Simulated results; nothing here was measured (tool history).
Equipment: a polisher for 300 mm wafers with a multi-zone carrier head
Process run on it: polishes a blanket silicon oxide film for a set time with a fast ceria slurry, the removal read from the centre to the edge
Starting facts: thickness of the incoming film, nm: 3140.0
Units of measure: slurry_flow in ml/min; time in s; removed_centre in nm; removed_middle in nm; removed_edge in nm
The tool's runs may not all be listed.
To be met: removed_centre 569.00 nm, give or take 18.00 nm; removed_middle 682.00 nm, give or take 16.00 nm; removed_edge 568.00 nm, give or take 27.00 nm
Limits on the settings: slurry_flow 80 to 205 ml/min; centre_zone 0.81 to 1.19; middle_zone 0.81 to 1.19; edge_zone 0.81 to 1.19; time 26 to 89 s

Run 1, day 0.000: slurry_flow 135 ml/min, centre_zone 1.00, middle_zone 1.00, edge_zone 1.00, time 57 s. Result: removed_centre 792.38 nm, removed_middle 795.99 nm, removed_edge 830.58 nm.
Run 2, day 0.304: slurry_flow 135 ml/min, centre_zone 1.00, middle_zone 1.00, edge_zone 0.92, time 57 s. Result: removed_centre 783.67 nm, removed_middle 788.53 nm, removed_edge 818.39 nm.
Run 3, day 0.517: slurry_flow 135 ml/min, centre_zone 1.00, middle_zone 1.00, edge_zone 0.92, time 43 s. Result: removed_centre 590.87 nm, removed_middle 602.96 nm, removed_edge 604.19 nm.
Run 4, day 0.538: slurry_flow 115 ml/min, centre_zone 1.00, middle_zone 1.00, edge_zone 0.92, time 43 s. Result: removed_centre 546.23 nm, removed_middle 562.78 nm, removed_edge 591.20 nm.
Run 5, day 0.788: slurry_flow 130 ml/min, centre_zone 0.98, middle_zone 1.04, edge_zone 0.89, time 42 s. Result: removed_centre 562.44 nm, removed_middle 601.12 nm, removed_edge 580.58 nm.
Run 6, day 0.929: slurry_flow 130 ml/min, centre_zone 1.07, middle_zone 1.04, edge_zone 0.89, time 42 s. Result: removed_centre 614.32 nm, removed_middle 600.40 nm, removed_edge 575.11 nm.
At day 1.292: slurry nozzle cleaned.
Run 7, day 1.292: slurry_flow 135 ml/min, centre_zone 1.03, middle_zone 1.08, edge_zone 0.88, time 42 s. Result: removed_centre 712.65 nm, removed_middle 730.02 nm, removed_edge 643.86 nm.
Run 8, day 1.471: slurry_flow 130 ml/min, centre_zone 0.98, middle_zone 1.09, edge_zone 0.86, time 40 s. Result: removed_centre 630.49 nm, removed_middle 696.79 nm, removed_edge 600.20 nm.
Run 9, day 1.800: slurry_flow 100 ml/min, centre_zone 0.94, middle_zone 1.13, edge_zone 0.83, time 40 s. Result: removed_centre 562.49 nm, removed_middle 657.82 nm, removed_edge 556.93 nm.
Run 10, day 1.871: slurry_flow 100 ml/min, centre_zone 0.93, middle_zone 1.13, edge_zone 0.83, time 40 s. Result: removed_centre 551.71 nm, removed_middle 664.45 nm, removed_edge 559.17 nm.

Consider the 5 candidate settings below. Which is the only one whose results all fall within their allowed miss of target?
Run A, day 1.942: slurry_flow 115 ml/min, centre_zone 0.94, middle_zone 1.15, edge_zone 0.86, time 37 s. Result: removed_centre ?, removed_middle ?, removed_edge ?.
Run B, day 1.942: slurry_flow 85 ml/min, centre_zone 0.97, middle_zone 1.15, edge_zone 0.81, time 41 s. Result: removed_centre ?, removed_middle ?, removed_edge ?.
Run C, day 1.942: slurry_flow 140 ml/min, centre_zone 0.91, middle_zone 1.13, edge_zone 0.81, time 38 s. Result: removed_centre ?, removed_middle ?, removed_edge ?.
Run D, day 1.942: slurry_flow 110 ml/min, centre_zone 0.95, middle_zone 1.17, edge_zone 0.89, time 37 s. Result: removed_centre ?, removed_middle ?, removed_edge ?.
Run E, day 1.942: slurry_flow 90 ml/min, centre_zone 0.99, middle_zone 1.15, edge_zone 0.81, time 40 s. Result: removed_centre ?, removed_middle ?, removed_edge ?.

move  removed_centre  removed_middle  removed_edge
   A          532.90          646.14        545.73
   B          541.52          646.56        553.88
   C          560.20          686.76        569.16
   D          530.85          647.44        547.03
   E          553.52          644.90        548.26
A: the biggest miss grows against the last run
B: the biggest miss grows against the last run
C: each result inside its tolerance
D: the biggest miss grows against the last run
E: the biggest miss grows against the last run
Answer: C
